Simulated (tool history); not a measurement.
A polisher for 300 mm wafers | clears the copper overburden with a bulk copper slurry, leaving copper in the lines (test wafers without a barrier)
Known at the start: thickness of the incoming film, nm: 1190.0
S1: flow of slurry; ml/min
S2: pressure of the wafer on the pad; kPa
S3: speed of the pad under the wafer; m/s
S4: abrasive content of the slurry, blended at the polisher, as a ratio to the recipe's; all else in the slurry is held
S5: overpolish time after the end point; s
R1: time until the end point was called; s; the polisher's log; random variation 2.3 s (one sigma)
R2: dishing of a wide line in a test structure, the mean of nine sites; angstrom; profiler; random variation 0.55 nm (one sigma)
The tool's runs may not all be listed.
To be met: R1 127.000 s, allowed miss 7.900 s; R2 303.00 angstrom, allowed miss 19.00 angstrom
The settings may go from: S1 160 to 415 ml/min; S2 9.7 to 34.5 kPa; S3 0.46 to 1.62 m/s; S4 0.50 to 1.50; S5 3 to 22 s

run    day   S1    S2    S3    S4  S5       R1      R2
  1  0.000  265  22.1  1.04  1.00  11   96.841  609.42
  2  0.262  265  22.1  1.04  1.00  15   97.754  718.26
  3  0.521  265  19.3  1.08  1.00  13  103.680  628.07
  4  0.554  265  19.3  1.08  1.15  13  101.800  626.21
  5  0.854  265  17.2  1.10  1.20  11  111.540  540.96
  6  0.946  265  15.9  1.14  1.25   9  116.250  477.94
  7  0.983  265  14.5  1.18  1.30   8  122.670  427.44
  8  1.346  265  13.8  1.22  1.35   7  121.350  376.02
  9  1.696  265  13.1  1.24  1.35   6  125.230  336.00

Which of these 5 next moves meets every target?
  A  2.046  210  14.5  1.14  1.50   5   ?   ?
  B  2.046  225  11.7  1.20  1.50   7   ?   ?
  C  2.046  250  14.5  1.22  1.10   6   ?   ?
  D  2.046  280  12.4  1.24  1.35   8   ?   ?
  E  2.046  220  10.3  1.44  1.40   6   ?   ?

move       R1      R2
   A  131.010  295.74
   B  150.860  339.13
   C  125.290  351.10
   D  136.990  399.78
   E  143.990  311.02
A: meets every target
B: further off than the last run
C: further off than the last run
D: further off than the last run
E: brings the result that was furthest off to its target, and leaves another outside
Move A is the one to make.

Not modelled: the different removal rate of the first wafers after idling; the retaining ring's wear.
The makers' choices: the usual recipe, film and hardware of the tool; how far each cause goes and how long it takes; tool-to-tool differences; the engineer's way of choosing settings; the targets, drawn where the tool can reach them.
